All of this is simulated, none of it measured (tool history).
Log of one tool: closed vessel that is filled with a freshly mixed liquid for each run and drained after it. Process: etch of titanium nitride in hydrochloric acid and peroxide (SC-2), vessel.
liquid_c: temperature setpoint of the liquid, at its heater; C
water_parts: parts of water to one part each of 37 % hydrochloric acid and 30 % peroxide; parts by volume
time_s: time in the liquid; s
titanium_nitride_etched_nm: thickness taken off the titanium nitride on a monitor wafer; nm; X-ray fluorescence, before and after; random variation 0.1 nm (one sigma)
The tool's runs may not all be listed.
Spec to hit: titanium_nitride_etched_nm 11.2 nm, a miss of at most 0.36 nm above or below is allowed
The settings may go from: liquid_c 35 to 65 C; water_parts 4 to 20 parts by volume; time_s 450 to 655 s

run,hour,liquid_c,water_parts,time_s,titanium_nitride_etched_nm
1,0,49,11,655,9.3547
2,2.2,49,9.5,655,10.609
3,9.7,44.5,9.5,655,7.7573
4,13.7,44.5,9.5,450,5.3637
5,15.8,47,9.5,450,6.3384
6,24.5,47,11,450,5.6882
7,32.3,55,11,450,9.6037
8,39.3,56,11,450,10.24
# hour 43.3: chemicals flow meter replaced
9,43.3,56.5,11,450,10.337
10,50.9,57,11,450,10.641
11,54.7,57,11,450,10.554
12,60.7,57.5,11,450,10.8

Consider the 4 candidate settings below. Which is the only one whose results all fall within their allowed miss of target?
A,66.7,56.5,12,540,?
B,66.7,51.5,10,595,?
C,66.7,62,13.5,450,?
D,66.7,53,10,525,?

move,titanium_nitride_etched_nm
A,11.202
B,10.402
C,11.925
D,10.129
A: in spec on every target
B: the biggest miss grows against the last run
C: carries the result that was furthest off beyond its target, to the other side
D: the biggest miss grows against the last run
A is the move that brings every result within its allowed miss.
